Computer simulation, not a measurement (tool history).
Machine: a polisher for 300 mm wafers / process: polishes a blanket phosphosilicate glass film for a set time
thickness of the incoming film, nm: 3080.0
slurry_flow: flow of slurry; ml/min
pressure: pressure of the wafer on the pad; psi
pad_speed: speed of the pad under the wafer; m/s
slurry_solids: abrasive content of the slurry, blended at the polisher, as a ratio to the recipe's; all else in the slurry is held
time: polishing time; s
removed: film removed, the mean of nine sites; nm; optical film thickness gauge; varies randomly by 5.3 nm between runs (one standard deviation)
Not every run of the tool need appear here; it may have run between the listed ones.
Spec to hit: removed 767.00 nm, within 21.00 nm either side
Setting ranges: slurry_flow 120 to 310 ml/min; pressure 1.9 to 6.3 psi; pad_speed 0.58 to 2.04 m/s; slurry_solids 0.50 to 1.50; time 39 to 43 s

Run 1, hour 0.0: slurry_flow 200 ml/min, pressure 4.1 psi, pad_speed 1.30 m/s, slurry_solids 1.00, time 43 s. Result: removed 525.43 nm.
Run 2, hour 9.0: slurry_flow 200 ml/min, pressure 4.1 psi, pad_speed 1.08 m/s, slurry_solids 1.00, time 43 s. Result: removed 470.58 nm.
Run 3, hour 17.1: slurry_flow 200 ml/min, pressure 3.3 psi, pad_speed 1.08 m/s, slurry_solids 1.00, time 43 s. Result: removed 379.86 nm.
Run 4, hour 18.4: slurry_flow 200 ml/min, pressure 3.3 psi, pad_speed 1.08 m/s, slurry_solids 1.10, time 43 s. Result: removed 395.72 nm.
Run 5, hour 19.7: slurry_flow 200 ml/min, pressure 3.3 psi, pad_speed 1.08 m/s, slurry_solids 1.20, time 43 s. Result: removed 418.04 nm.
Run 6, hour 27.6: slurry_flow 200 ml/min, pressure 3.3 psi, pad_speed 1.08 m/s, slurry_solids 1.30, time 43 s. Result: removed 436.73 nm.
Run 7, hour 29.2: slurry_flow 205 ml/min, pressure 3.6 psi, pad_speed 1.08 m/s, slurry_solids 1.30, time 43 s. Result: removed 476.74 nm.
Run 8, hour 35.7: slurry_flow 245 ml/min, pressure 4.7 psi, pad_speed 1.10 m/s, slurry_solids 1.30, time 43 s. Result: removed 646.29 nm.
Run 9, hour 44.0: slurry_flow 245 ml/min, pressure 4.8 psi, pad_speed 1.10 m/s, slurry_solids 1.30, time 43 s. Result: removed 658.27 nm.
Run 10, hour 46.8: slurry_flow 245 ml/min, pressure 4.9 psi, pad_speed 1.10 m/s, slurry_solids 1.30, time 43 s. Result: removed 663.85 nm.
Run 11, hour 51.7: slurry_flow 245 ml/min, pressure 5.0 psi, pad_speed 1.10 m/s, slurry_solids 1.30, time 43 s. Result: removed 682.00 nm.

Which single option among these 5 for the next run brings every result within its allowed miss of target? Just one does.
Run A, hour 56.6: slurry_flow 260 ml/min, pressure 4.4 psi, pad_speed 1.08 m/s, slurry_solids 1.35, time 42 s. Result: removed ?.
Run B, hour 56.6: slurry_flow 265 ml/min, pressure 5.0 psi, pad_speed 1.00 m/s, slurry_solids 1.25, time 43 s. Result: removed ?.
Run C, hour 56.6: slurry_flow 230 ml/min, pressure 4.8 psi, pad_speed 1.06 m/s, slurry_solids 1.40, time 42 s. Result: removed ?.
Run D, hour 56.6: slurry_flow 250 ml/min, pressure 5.1 psi, pad_speed 0.92 m/s, slurry_solids 1.30, time 39 s. Result: removed ?.
Run E, hour 56.6: slurry_flow 250 ml/min, pressure 5.2 psi, pad_speed 1.32 m/s, slurry_solids 1.20, time 43 s. Result: removed ?.

move  removed
   A   598.53
   B   638.48
   C   646.34
   D   569.17
   E   768.81
A: lands further from the targets than the last run did
B: lands further from the targets than the last run did
C: lands further from the targets than the last run did
D: lands further from the targets than the last run did
E: every result lands within tolerance
Answer: E

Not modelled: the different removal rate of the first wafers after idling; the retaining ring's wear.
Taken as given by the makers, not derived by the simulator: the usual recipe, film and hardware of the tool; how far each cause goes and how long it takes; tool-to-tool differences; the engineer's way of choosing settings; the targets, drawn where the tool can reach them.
